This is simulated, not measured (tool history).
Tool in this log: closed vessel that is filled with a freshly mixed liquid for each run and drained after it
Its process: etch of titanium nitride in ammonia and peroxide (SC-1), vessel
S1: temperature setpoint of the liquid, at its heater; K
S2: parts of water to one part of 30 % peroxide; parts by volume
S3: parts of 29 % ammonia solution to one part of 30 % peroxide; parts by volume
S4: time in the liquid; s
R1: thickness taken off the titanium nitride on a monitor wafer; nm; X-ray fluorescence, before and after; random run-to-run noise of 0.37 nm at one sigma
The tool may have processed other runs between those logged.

{"run": 1, "day": 0.0, "S1": 334.15, "S2": 13, "S3": 0.7, "S4": 135, "R1": 27.895}
{"run": 2, "day": 0.367, "S1": 334.15, "S2": 14.5, "S3": 0.7, "S4": 135, "R1": 25.789}
{"run": 3, "day": 0.671, "S1": 334.15, "S2": 18, "S3": 0.7, "S4": 135, "R1": 22.981}
{"run": 4, "day": 0.758, "S1": 335.65, "S2": 17.5, "S3": 0.7, "S4": 135, "R1": 25.678}
{"run": 5, "day": 0.867, "S1": 341.15, "S2": 17.5, "S3": 0.7, "S4": 135, "R1": 36.57}
{"run": 6, "day": 1.188, "S1": 341.15, "S2": 17.5, "S3": 0.9, "S4": 135, "R1": 38.435}
{"run": 7, "day": 1.238, "S1": 341.65, "S2": 17, "S3": 0.9, "S4": 135, "R1": 40.528}

Expected results for the next run?
{"run": 8, "day": 1.271, "S1": 342.15, "S2": 16.5, "S3": 0.9, "S4": 135, "R1": "?"}

{"run 8": {"R1": 42.254}}
